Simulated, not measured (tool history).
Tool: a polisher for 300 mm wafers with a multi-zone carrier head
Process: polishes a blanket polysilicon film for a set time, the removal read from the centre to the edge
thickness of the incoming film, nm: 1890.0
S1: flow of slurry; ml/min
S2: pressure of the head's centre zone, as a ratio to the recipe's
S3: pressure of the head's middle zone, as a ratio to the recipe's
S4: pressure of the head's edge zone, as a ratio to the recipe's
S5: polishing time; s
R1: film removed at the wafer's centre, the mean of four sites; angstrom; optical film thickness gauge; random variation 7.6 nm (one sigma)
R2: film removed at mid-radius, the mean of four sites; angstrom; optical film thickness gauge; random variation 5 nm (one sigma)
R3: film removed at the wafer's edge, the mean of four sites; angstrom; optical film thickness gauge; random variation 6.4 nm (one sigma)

Run 1, hour 0.0: S1 270 ml/min, S2 1.00, S3 1.00, S4 1.00, S5 45 s. Result: R1 4085.4 angstrom, R2 4115.7 angstrom, R3 4076.0 angstrom.
Run 2, hour 3.8: S1 280 ml/min, S2 1.01, S3 1.05, S4 1.01, S5 48 s. Result: R1 4362.2 angstrom, R2 4605.3 angstrom, R3 4307.2 angstrom.
Run 3, hour 10.4: S1 215 ml/min, S2 1.01, S3 1.05, S4 1.01, S5 48 s. Result: R1 4293.4 angstrom, R2 4506.3 angstrom, R3 4287.2 angstrom.
Run 4, hour 16.1: S1 220 ml/min, S2 1.02, S3 1.08, S4 1.03, S5 51 s. Result: R1 4564.6 angstrom, R2 4876.4 angstrom, R3 4639.5 angstrom.
Run 5, hour 21.3: S1 170 ml/min, S2 1.02, S3 1.08, S4 1.03, S5 51 s. Result: R1 4384.2 angstrom, R2 4654.8 angstrom, R3 4580.7 angstrom.
Run 6, hour 27.1: S1 210 ml/min, S2 1.03, S3 1.11, S4 1.04, S5 52 s. Result: R1 4628.0 angstrom, R2 5142.4 angstrom, R3 4698.8 angstrom.

The next listed run, before its measurement:
Run 7, hour 28.5: S1 285 ml/min, S2 1.10, S3 1.15, S4 1.14, S5 56 s. Result: R1 ?, R2 ?, R3 ?.

Run 7 gave R1 5577.8 angstrom, R2 5768.3 angstrom, R3 5628.0 angstrom.

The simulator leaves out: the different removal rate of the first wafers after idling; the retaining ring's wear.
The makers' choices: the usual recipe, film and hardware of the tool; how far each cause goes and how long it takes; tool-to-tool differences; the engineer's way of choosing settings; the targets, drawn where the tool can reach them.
